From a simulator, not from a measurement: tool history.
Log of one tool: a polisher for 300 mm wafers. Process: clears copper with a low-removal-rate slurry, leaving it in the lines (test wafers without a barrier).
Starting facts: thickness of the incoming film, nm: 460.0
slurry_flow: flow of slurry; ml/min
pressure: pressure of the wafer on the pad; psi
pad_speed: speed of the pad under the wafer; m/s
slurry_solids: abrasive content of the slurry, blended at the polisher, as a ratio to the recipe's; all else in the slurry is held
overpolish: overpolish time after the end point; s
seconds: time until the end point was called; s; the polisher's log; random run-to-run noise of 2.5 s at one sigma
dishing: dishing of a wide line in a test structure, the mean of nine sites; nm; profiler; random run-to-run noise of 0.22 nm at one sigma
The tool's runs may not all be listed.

run 1 day=0.000 | slurry_flow=135 pressure=3.5 pad_speed=0.86 slurry_solids=1.0 overpolish=10 | seconds=169.75 dishing=24.0990
run 2 day=0.158 | slurry_flow=130 pressure=3.2 pad_speed=0.86 slurry_solids=1.0 overpolish=10 | seconds=189.12 dishing=22.1460
run 3 day=0.300 | slurry_flow=125 pressure=3.0 pad_speed=0.86 slurry_solids=1.0 overpolish=10 | seconds=198.30 dishing=20.3300
run 4 day=0.400 | slurry_flow=115 pressure=3.0 pad_speed=0.86 slurry_solids=1.0 overpolish=10 | seconds=201.10 dishing=19.7270
run 5 day=0.596 | slurry_flow=115 pressure=3.0 pad_speed=0.86 slurry_solids=1.0 overpolish=6 | seconds=200.17 dishing=12.3460
run 6 day=0.733 | slurry_flow=115 pressure=3.0 pad_speed=0.86 slurry_solids=1.0 overpolish=3 | seconds=201.51 dishing=6.2767
run 7 day=0.912 | slurry_flow=110 pressure=2.9 pad_speed=0.86 slurry_solids=1.0 overpolish=5 | seconds=208.20 dishing=9.9569
run 8 day=1.050 | slurry_flow=100 pressure=2.8 pad_speed=0.86 slurry_solids=1.0 overpolish=6 | seconds=223.30 dishing=11.2260
run 9 day=1.188 | slurry_flow=95 pressure=2.8 pad_speed=0.86 slurry_solids=1.0 overpolish=7 | seconds=220.84 dishing=12.8950
run 10 day=1.512 | slurry_flow=90 pressure=2.6 pad_speed=0.86 slurry_solids=1.0 overpolish=11 | seconds=245.82 dishing=18.5220
run 11 day=1.542 | slurry_flow=95 pressure=2.6 pad_speed=0.86 slurry_solids=1.0 overpolish=11 | seconds=241.43 dishing=18.8640
run 12 day=1.604 | slurry_flow=100 pressure=2.6 pad_speed=0.86 slurry_solids=1.0 overpolish=11 | seconds=244.06 dishing=18.2890
run 13 day=1.717 | slurry_flow=105 pressure=2.6 pad_speed=0.86 slurry_solids=1.0 overpolish=11 | seconds=235.76 dishing=18.8090
run 14 day=1.771 | slurry_flow=110 pressure=2.6 pad_speed=0.86 slurry_solids=1.0 overpolish=11 | seconds=232.52 dishing=18.6880
run 15 day=2.125 | slurry_flow=115 pressure=2.6 pad_speed=0.86 slurry_solids=1.0 overpolish=11 | seconds=231.42 dishing=19.3870

Run 16, settings as shown, results not yet in. Your forecast:
run 16 day=2.442 | slurry_flow=120 pressure=2.6 pad_speed=0.86 slurry_solids=1.0 overpolish=11 | seconds=? dishing=?

seconds: 230.56 s
dishing: 19.2750 nm

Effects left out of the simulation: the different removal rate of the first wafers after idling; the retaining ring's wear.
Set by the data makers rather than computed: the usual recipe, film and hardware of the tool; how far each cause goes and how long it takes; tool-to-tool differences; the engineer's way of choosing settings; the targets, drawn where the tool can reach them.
